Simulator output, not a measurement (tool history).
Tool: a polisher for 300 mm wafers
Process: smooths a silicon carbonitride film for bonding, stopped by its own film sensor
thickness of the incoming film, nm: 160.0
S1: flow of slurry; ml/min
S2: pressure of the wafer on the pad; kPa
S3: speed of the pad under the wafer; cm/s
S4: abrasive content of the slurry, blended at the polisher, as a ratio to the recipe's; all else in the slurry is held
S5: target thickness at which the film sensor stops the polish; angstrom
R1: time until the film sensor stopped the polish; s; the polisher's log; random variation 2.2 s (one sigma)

| run | hour | S1 | S2 | S3 | S4 | S5 | R1 |
|---|---|---|---|---|---|---|---|
| 1 | 0 | 130 | 17.9 | 80 | 1 | 1250 | 131.02 |
| 2 | 7.2 | 100 | 17.9 | 80 | 1 | 1250 | 137.3 |
| 3 | 13.5 | 100 | 15.9 | 80 | 1 | 1250 | 149.36 |
| 4 | 20.9 | 100 | 13.8 | 80 | 1 | 1250 | 165.16 |
| 5 | 28.7 | 100 | 12.4 | 80 | 1 | 1250 | 176 |
| 6 | 30.3 | 125 | 12.4 | 80 | 1 | 1250 | 168.34 |

The next listed run, before its measurement:
| 7 | 38.7 | 120 | 11.7 | 80 | 1 | 1250 | ? |

R1: 175.96 s

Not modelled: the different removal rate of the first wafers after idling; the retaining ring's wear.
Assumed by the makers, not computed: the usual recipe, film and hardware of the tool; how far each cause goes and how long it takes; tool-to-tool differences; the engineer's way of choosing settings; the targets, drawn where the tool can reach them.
